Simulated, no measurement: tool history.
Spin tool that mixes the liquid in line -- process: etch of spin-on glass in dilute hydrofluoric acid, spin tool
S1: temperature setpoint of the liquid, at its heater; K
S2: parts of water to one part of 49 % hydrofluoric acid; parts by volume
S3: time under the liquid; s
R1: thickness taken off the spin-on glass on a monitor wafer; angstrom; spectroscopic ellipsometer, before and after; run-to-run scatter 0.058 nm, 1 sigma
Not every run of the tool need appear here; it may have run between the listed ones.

Run 1, hour 0.0: S1 295.15 K, S2 290 parts by volume, S3 85 s. Result: R1 109.68 angstrom.
Run 2, hour 2.0: S1 296.65 K, S2 290 parts by volume, S3 85 s. Result: R1 115.85 angstrom.
Run 3, hour 9.6: S1 293.15 K, S2 290 parts by volume, S3 85 s. Result: R1 101.55 angstrom.
Run 4, hour 13.8: S1 293.15 K, S2 250 parts by volume, S3 85 s. Result: R1 122.97 angstrom.
Run 5, hour 14.3: S1 293.15 K, S2 250 parts by volume, S3 85 s. Result: R1 123.21 angstrom.
Run 6, hour 14.8: S1 295.15 K, S2 250 parts by volume, S3 85 s. Result: R1 132.51 angstrom.
Run 7, hour 20.4: S1 296.15 K, S2 250 parts by volume, S3 85 s. Result: R1 136.75 angstrom.

The next listed run, before its measurement:
Run 8, hour 21.5: S1 297.15 K, S2 250 parts by volume, S3 85 s. Result: R1 ?.

{"run 8": {"R1": 142.6}}
